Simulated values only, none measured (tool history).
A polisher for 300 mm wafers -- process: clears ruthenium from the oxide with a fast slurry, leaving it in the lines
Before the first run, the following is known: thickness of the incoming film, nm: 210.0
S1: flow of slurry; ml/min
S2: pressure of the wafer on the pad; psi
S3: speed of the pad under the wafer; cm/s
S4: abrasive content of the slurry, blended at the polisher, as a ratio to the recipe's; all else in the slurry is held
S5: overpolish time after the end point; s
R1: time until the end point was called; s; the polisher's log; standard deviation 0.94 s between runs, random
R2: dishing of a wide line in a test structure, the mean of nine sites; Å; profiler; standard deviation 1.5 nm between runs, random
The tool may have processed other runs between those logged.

run    day   S1   S2   S3    S4  S5      R1      R2
  1  0.000  145  2.2  108  1.00  27  77.103  721.35
  2  0.346  145  2.3  108  1.00  27  71.821  725.34
  3  0.517  145  2.4  108  1.00  27  70.069  756.04
  4  0.558  145  2.4  132  1.00  27  59.092  890.37
  5  0.871  145  2.4  110  1.00  27  67.156  783.04
  6  1.188  145  2.4  110  0.85  27  69.548  731.93
  7  1.525  145  2.5  110  0.85  27  68.574  766.37
  8  1.662  145  2.6  110  0.85  27  65.791  811.11

What does the tool deliver on the next run?
  9  1.829  155  3.2  114  0.85  22   ?   ?

R1: 51.018 s
R2: 827.96 Å

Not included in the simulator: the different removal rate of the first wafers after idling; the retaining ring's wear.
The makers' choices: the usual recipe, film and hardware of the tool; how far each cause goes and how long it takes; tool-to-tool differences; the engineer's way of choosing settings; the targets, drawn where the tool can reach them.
